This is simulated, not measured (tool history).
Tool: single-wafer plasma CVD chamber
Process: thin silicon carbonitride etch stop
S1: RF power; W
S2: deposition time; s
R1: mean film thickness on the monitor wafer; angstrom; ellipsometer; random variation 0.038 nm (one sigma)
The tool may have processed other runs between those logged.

| run | day | S1 | S2 | R1 |
|---|---|---|---|---|
| 1 | 0 | 155 | 19.3 | 88.14 |
| 2 | 0.029 | 165 | 19.3 | 89.44 |
| 3 | 0.338 | 165 | 16.8 | 78.636 |
| 4 | 0.708 | 165 | 19.4 | 89.846 |
| 5 | 0.829 | 165 | 17.7 | 82.024 |
| 6 | 1.171 | 170 | 18.1 | 84.636 |

What will run 7 give?
| 7 | 1.538 | 175 | 18.5 | ? |

{"run 7": {"R1": 87.212}}

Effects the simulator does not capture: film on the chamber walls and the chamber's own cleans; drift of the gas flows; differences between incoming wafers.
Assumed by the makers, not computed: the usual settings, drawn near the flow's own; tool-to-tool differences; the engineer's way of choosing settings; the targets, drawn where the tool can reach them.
